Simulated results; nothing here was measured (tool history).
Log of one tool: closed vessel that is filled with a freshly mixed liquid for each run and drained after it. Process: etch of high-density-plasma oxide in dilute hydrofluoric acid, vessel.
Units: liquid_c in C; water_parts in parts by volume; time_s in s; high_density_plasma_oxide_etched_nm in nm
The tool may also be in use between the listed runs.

| run | hour | liquid_c | water_parts | time_s | high_density_plasma_oxide_etched_nm |
|---|---|---|---|---|---|
| 1 | 0.0 | 23.0 | 295 | 190 | 3.8344 |
| 2 | 2.1 | 21.5 | 330 | 190 | 3.0836 |
| 3 | 4.9 | 20.5 | 355 | 190 | 2.7439 |
| 4 | 6.0 | 20.5 | 355 | 190 | 2.7777 |
| 5 | 12.4 | 20.0 | 380 | 190 | 2.4685 |
| 6 | 21.6 | 19.5 | 395 | 190 | 2.2926 |
| 7 | 26.1 | 19.5 | 395 | 190 | 2.3608 |

The next listed run, before its measurement:
| 8 | 33.3 | 19.0 | 410 | 190 | ? |

{"run 8": {"high_density_plasma_oxide_etched_nm": 2.1365}}
